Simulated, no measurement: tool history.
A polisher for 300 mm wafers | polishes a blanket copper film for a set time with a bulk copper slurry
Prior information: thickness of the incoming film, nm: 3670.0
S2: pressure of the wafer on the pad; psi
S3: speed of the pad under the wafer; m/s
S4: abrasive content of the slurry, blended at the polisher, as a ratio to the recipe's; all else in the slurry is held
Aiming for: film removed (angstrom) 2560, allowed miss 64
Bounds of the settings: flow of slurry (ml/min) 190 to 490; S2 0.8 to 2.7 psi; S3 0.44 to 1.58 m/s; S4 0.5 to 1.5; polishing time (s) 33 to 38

{"run": 1, "hour": 0.0, "flow of slurry (ml/min)": 315, "S2": 1.7, "S3": 1, "S4": 1, "polishing time (s)": 38, "film removed (angstrom)": 1993.2}
{"run": 2, "hour": 4.7, "flow of slurry (ml/min)": 315, "S2": 1.8, "S3": 1, "S4": 1, "polishing time (s)": 38, "film removed (angstrom)": 2097.4}
{"run": 3, "hour": 12.2, "flow of slurry (ml/min)": 315, "S2": 1.8, "S3": 0.9, "S4": 1, "polishing time (s)": 38, "film removed (angstrom)": 1902.2}
{"run": 4, "hour": 20.0, "flow of slurry (ml/min)": 315, "S2": 1.9, "S3": 0.9, "S4": 1, "polishing time (s)": 38, "film removed (angstrom)": 2044.3}
{"run": 5, "hour": 28.0, "flow of slurry (ml/min)": 250, "S2": 1.9, "S3": 0.9, "S4": 1, "polishing time (s)": 38, "film removed (angstrom)": 1966}
{"run": 6, "hour": 36.8, "flow of slurry (ml/min)": 250, "S2": 1.9, "S3": 0.9, "S4": 1.1, "polishing time (s)": 38, "film removed (angstrom)": 1998.7}
{"hour": 44.6, "done": "slurry blender recalibrated"}
{"run": 7, "hour": 44.6, "flow of slurry (ml/min)": 270, "S2": 2, "S3": 0.9, "S4": 1.1, "polishing time (s)": 38, "film removed (angstrom)": 2263}
{"run": 8, "hour": 50.1, "flow of slurry (ml/min)": 270, "S2": 2, "S3": 0.9, "S4": 1.1, "polishing time (s)": 38, "film removed (angstrom)": 2247}
{"run": 9, "hour": 55.0, "flow of slurry (ml/min)": 295, "S2": 2, "S3": 0.9, "S4": 1.1, "polishing time (s)": 38, "film removed (angstrom)": 2297}
{"run": 10, "hour": 58.5, "flow of slurry (ml/min)": 315, "S2": 2, "S3": 0.9, "S4": 1.1, "polishing time (s)": 38, "film removed (angstrom)": 2254.6}
{"run": 11, "hour": 59.2, "flow of slurry (ml/min)": 320, "S2": 2, "S3": 0.9, "S4": 1.1, "polishing time (s)": 38, "film removed (angstrom)": 2332.2}
{"run": 12, "hour": 65.5, "flow of slurry (ml/min)": 335, "S2": 2, "S3": 0.9, "S4": 1.1, "polishing time (s)": 38, "film removed (angstrom)": 2306}
{"run": 13, "hour": 71.0, "flow of slurry (ml/min)": 350, "S2": 2, "S3": 0.9, "S4": 1.1, "polishing time (s)": 38, "film removed (angstrom)": 2296.9}
{"run": 14, "hour": 74.1, "flow of slurry (ml/min)": 355, "S2": 2, "S3": 0.9, "S4": 1.1, "polishing time (s)": 38, "film removed (angstrom)": 2303.2}
{"run": 15, "hour": 81.6, "flow of slurry (ml/min)": 360, "S2": 2, "S3": 0.9, "S4": 1.1, "polishing time (s)": 38, "film removed (angstrom)": 2300.4}
{"run": 16, "hour": 85.6, "flow of slurry (ml/min)": 365, "S2": 2.1, "S3": 0.9, "S4": 1.1, "polishing time (s)": 38, "film removed (angstrom)": 2421.5}

5 candidate next runs follow, results not yet known. Just one meets every target within its allowed miss. Identify it.
{"run": "A", "hour": 89.6, "flow of slurry (ml/min)": 375, "S2": 2.1, "S3": 0.96, "S4": 1.05, "polishing time (s)": 33, "film removed (angstrom)": "?"}
{"run": "B", "hour": 89.6, "flow of slurry (ml/min)": 345, "S2": 2.1, "S3": 0.88, "S4": 1.2, "polishing time (s)": 37, "film removed (angstrom)": "?"}
{"run": "C", "hour": 89.6, "flow of slurry (ml/min)": 275, "S2": 2.2, "S3": 0.9, "S4": 1.25, "polishing time (s)": 38, "film removed (angstrom)": "?"}
{"run": "D", "hour": 89.6, "flow of slurry (ml/min)": 340, "S2": 2, "S3": 0.9, "S4": 1.15, "polishing time (s)": 37, "film removed (angstrom)": "?"}
{"run": "E", "hour": 89.6, "flow of slurry (ml/min)": 490, "S2": 1.8, "S3": 0.92, "S4": 1.35, "polishing time (s)": 37, "film removed (angstrom)": "?"}

move=A film_removed_(angstrom)=2225.3
move=B film_removed_(angstrom)=2367.5
move=C film_removed_(angstrom)=2580
move=D film_removed_(angstrom)=2277
move=E film_removed_(angstrom)=2248.9
A: further off than the last run
B: further off than the last run
C: hits every target within its allowed miss
D: further off than the last run
E: further off than the last run
Go with C: it meets all targets.
